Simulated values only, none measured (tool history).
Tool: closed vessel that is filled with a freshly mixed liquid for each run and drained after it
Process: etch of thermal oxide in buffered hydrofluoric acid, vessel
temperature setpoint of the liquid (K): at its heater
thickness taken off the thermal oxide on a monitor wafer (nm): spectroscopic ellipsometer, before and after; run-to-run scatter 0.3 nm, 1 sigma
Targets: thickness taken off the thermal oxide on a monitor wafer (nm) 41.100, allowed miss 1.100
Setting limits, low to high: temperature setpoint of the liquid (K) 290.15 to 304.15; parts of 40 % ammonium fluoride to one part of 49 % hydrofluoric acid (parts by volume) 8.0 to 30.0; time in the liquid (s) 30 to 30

| run | day | temperature setpoint of the liquid (K) | parts of 40 % ammonium fluoride to one part of 49 % hydrofluoric acid (parts by volume) | time in the liquid (s) | thickness taken off the thermal oxide on a monitor wafer (nm) |
|---|---|---|---|---|---|
| 1 | 0.000 | 296.15 | 21.5 | 30 | 17.483 |
| 2 | 0.133 | 296.15 | 19.0 | 30 | 19.580 |
| 3 | 0.212 | 296.15 | 17.0 | 30 | 21.938 |
| 4 | 0.433 | 297.15 | 16.5 | 30 | 23.715 |
| 5 | 0.612 | 298.15 | 16.0 | 30 | 25.903 |
| 6 | 0.829 | 298.15 | 16.0 | 30 | 25.726 |
| 7 | 1.167 | 298.15 | 16.0 | 30 | 25.984 |
| 8 | 1.488 | 299.15 | 16.0 | 30 | 27.333 |
| 9 | 1.675 | 303.15 | 11.0 | 30 | 48.177 |
| 10 | 1.704 | 302.65 | 11.0 | 30 | 47.331 |

Consider the 5 candidate settings below. Which is the only one whose results all fall within their allowed miss of target?
| A | 1.733 | 300.15 | 12.0 | 30 | ? |
| B | 1.733 | 300.65 | 11.5 | 30 | ? |
| C | 1.733 | 302.15 | 9.0 | 30 | ? |
| D | 1.733 | 302.65 | 9.0 | 30 | ? |
| E | 1.733 | 302.15 | 13.0 | 30 | ? |

| move | thickness taken off the thermal oxide on a monitor wafer (nm) |
|---|---|
| A | 37.832 |
| B | 40.504 |
| C | 53.685 |
| D | 55.118 |
| E | 38.912 |
A: takes the biggest miss from the last run beyond its target
B: all results land within tolerance of their targets
C: further off than the last run
D: further off than the last run
E: takes the biggest miss from the last run beyond its target
Move B is the one to make.
